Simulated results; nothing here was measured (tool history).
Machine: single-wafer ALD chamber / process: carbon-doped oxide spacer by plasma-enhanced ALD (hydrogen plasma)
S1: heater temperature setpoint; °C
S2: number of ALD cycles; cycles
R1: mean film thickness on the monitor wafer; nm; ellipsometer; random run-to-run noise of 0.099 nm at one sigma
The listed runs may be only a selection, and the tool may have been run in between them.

{"run": 1, "day": 0.0, "S1": 400, "S2": 478, "R1": 23.099}
{"run": 2, "day": 0.092, "S1": 400, "S2": 545, "R1": 25.907}
{"run": 3, "day": 0.358, "S1": 407, "S2": 545, "R1": 25.745}
{"run": 4, "day": 0.754, "S1": 408, "S2": 517, "R1": 24.651}
{"run": 5, "day": 0.996, "S1": 408, "S2": 567, "R1": 26.941}
{"run": 6, "day": 1.242, "S1": 408, "S2": 536, "R1": 25.384}
{"run": 7, "day": 1.583, "S1": 408, "S2": 509, "R1": 24.035}

What will run 8 give?
{"day": 1.829, "done": "thermocouple changed; heater temperature recalibrated"}
{"run": 8, "day": 1.829, "S1": 409, "S2": 488, "R1": "?"}

R1: 22.660 nm
